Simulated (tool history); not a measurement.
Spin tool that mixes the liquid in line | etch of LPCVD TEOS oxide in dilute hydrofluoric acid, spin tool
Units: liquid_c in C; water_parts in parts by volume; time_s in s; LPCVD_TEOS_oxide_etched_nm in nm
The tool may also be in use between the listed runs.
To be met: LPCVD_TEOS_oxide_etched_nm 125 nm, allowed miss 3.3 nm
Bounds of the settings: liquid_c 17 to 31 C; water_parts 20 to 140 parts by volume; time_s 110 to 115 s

{"run": 1, "day": 0.0, "liquid_c": 23, "water_parts": 75, "time_s": 110, "LPCVD_TEOS_oxide_etched_nm": 61.171}
{"run": 2, "day": 0.046, "liquid_c": 24.5, "water_parts": 70, "time_s": 110, "LPCVD_TEOS_oxide_etched_nm": 70.298}
{"run": 3, "day": 0.4, "liquid_c": 25.5, "water_parts": 65, "time_s": 110, "LPCVD_TEOS_oxide_etched_nm": 78.736}
{"run": 4, "day": 0.542, "liquid_c": 25.5, "water_parts": 65, "time_s": 115, "LPCVD_TEOS_oxide_etched_nm": 82.112}
{"run": 5, "day": 0.846, "liquid_c": 26.5, "water_parts": 60, "time_s": 115, "LPCVD_TEOS_oxide_etched_nm": 92.522}
{"run": 6, "day": 1.067, "liquid_c": 26.5, "water_parts": 60, "time_s": 110, "LPCVD_TEOS_oxide_etched_nm": 88.348}
{"run": 7, "day": 1.125, "liquid_c": 27.5, "water_parts": 60, "time_s": 110, "LPCVD_TEOS_oxide_etched_nm": 91.99}
{"run": 8, "day": 1.225, "liquid_c": 28, "water_parts": 60, "time_s": 110, "LPCVD_TEOS_oxide_etched_nm": 94.545}
{"run": 9, "day": 1.333, "liquid_c": 28.5, "water_parts": 60, "time_s": 110, "LPCVD_TEOS_oxide_etched_nm": 97.425}
{"run": 10, "day": 1.425, "liquid_c": 29, "water_parts": 60, "time_s": 110, "LPCVD_TEOS_oxide_etched_nm": 98.721}
{"run": 11, "day": 1.546, "liquid_c": 29.5, "water_parts": 60, "time_s": 110, "LPCVD_TEOS_oxide_etched_nm": 100.78}
{"run": 12, "day": 1.6, "liquid_c": 30, "water_parts": 60, "time_s": 110, "LPCVD_TEOS_oxide_etched_nm": 103.63}
{"run": 13, "day": 1.638, "liquid_c": 30.5, "water_parts": 55, "time_s": 110, "LPCVD_TEOS_oxide_etched_nm": 115.41}
{"run": 14, "day": 1.871, "liquid_c": 31, "water_parts": 55, "time_s": 110, "LPCVD_TEOS_oxide_etched_nm": 119.21}
{"run": 15, "day": 1.933, "liquid_c": 31, "water_parts": 50, "time_s": 110, "LPCVD_TEOS_oxide_etched_nm": 130.48}

Which of these 4 next moves meets every target?
{"run": "A", "day": 1.996, "liquid_c": 30.5, "water_parts": 55, "time_s": 110, "LPCVD_TEOS_oxide_etched_nm": "?"}
{"run": "B", "day": 1.996, "liquid_c": 30, "water_parts": 50, "time_s": 110, "LPCVD_TEOS_oxide_etched_nm": "?"}
{"run": "C", "day": 1.996, "liquid_c": 28, "water_parts": 50, "time_s": 110, "LPCVD_TEOS_oxide_etched_nm": "?"}
{"run": "D", "day": 1.996, "liquid_c": 30, "water_parts": 55, "time_s": 115, "LPCVD_TEOS_oxide_etched_nm": "?"}

move=A LPCVD_TEOS_oxide_etched_nm=115.99
move=B LPCVD_TEOS_oxide_etched_nm=126.09
move=C LPCVD_TEOS_oxide_etched_nm=116.5
move=D LPCVD_TEOS_oxide_etched_nm=118.93
A: takes the result that was furthest off past its target
B: meets every target
C: takes the result that was furthest off past its target
D: takes the result that was furthest off past its target
Answer: B
